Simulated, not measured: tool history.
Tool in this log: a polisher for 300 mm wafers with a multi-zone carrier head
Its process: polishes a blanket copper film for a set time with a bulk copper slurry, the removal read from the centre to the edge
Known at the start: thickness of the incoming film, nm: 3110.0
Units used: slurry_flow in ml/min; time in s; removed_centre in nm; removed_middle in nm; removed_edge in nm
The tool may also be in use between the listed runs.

run	hour	slurry_flow	centre_zone	middle_zone	edge_zone	slurry_solids	time	removed_centre	removed_middle	removed_edge
1	0.0	305	1.00	1.00	1.00	1.00	57	527.27	536.54	557.51
2	7.6	305	1.00	1.00	1.00	1.15	57	556.74	564.06	577.57
3	14.4	305	1.00	0.97	1.00	1.10	57	541.85	519.13	558.61
4	16.2	305	0.99	0.95	1.00	1.10	57	538.02	518.24	570.86
5	23.5	305	0.99	0.95	1.05	1.10	57	544.75	532.90	579.87
6	31.8	305	0.99	1.00	1.05	1.10	57	533.75	542.85	568.90
7	35.7	305	0.99	0.98	1.05	1.05	56	515.29	523.56	551.49
8	43.3	305	0.99	0.95	1.05	1.00	56	512.04	500.23	553.59
9	48.8	305	0.99	0.93	1.05	0.95	56	506.93	504.58	550.78

Run 10, settings as shown, results not yet in. Your forecast:
10	50.1	295	0.99	0.91	1.06	0.95	55	?	?	?

{"run 10": {"removed_centre": 508.39, "removed_middle": 468.14, "removed_edge": 545.63}}

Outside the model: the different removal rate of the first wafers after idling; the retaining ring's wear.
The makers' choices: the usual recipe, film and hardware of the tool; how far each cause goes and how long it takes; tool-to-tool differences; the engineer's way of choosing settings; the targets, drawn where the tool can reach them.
